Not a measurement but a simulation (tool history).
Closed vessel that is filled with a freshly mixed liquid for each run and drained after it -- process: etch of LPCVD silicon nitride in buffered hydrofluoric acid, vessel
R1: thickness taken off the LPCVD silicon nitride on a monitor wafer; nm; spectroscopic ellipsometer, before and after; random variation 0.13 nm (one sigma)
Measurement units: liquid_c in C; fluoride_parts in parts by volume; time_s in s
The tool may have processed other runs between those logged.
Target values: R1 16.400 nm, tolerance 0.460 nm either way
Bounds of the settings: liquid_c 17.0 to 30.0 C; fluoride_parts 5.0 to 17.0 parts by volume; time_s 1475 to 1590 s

run 1 day=0.000 | liquid_c=22.0 fluoride_parts=10.5 time_s=1475 | R1=19.933
run 2 day=0.358 | liquid_c=25.5 fluoride_parts=10.5 time_s=1475 | R1=24.075
run 3 day=0.425 | liquid_c=25.5 fluoride_parts=13.0 time_s=1475 | R1=19.178
run 4 day=0.775 | liquid_c=25.5 fluoride_parts=13.0 time_s=1475 | R1=19.329
run 5 day=0.929 | liquid_c=25.5 fluoride_parts=13.0 time_s=1475 | R1=19.719
run 6 day=1.288 | liquid_c=25.0 fluoride_parts=13.0 time_s=1475 | R1=18.906
run 7 day=1.408 | liquid_c=24.5 fluoride_parts=13.0 time_s=1475 | R1=18.491
run 8 day=1.683 | liquid_c=24.0 fluoride_parts=13.0 time_s=1475 | R1=18.180
run 9 day=2.000 | liquid_c=23.5 fluoride_parts=13.0 time_s=1475 | R1=17.664

4 candidate next runs follow, results not yet known. Just one meets every target within its allowed miss. Identify it.
run A day=2.317 | liquid_c=23.0 fluoride_parts=13.0 time_s=1525 | R1=?
run B day=2.317 | liquid_c=21.0 fluoride_parts=12.0 time_s=1560 | R1=?
run C day=2.317 | liquid_c=27.0 fluoride_parts=15.5 time_s=1485 | R1=?
run D day=2.317 | liquid_c=20.0 fluoride_parts=12.0 time_s=1565 | R1=?

move=A R1=17.868
move=B R1=17.698
move=C R1=18.191
move=D R1=16.791
A: moves away from the targets compared with the last run
B: roughly where the last run was
C: moves away from the targets compared with the last run
D: hits every target within its allowed miss
D meets every target.
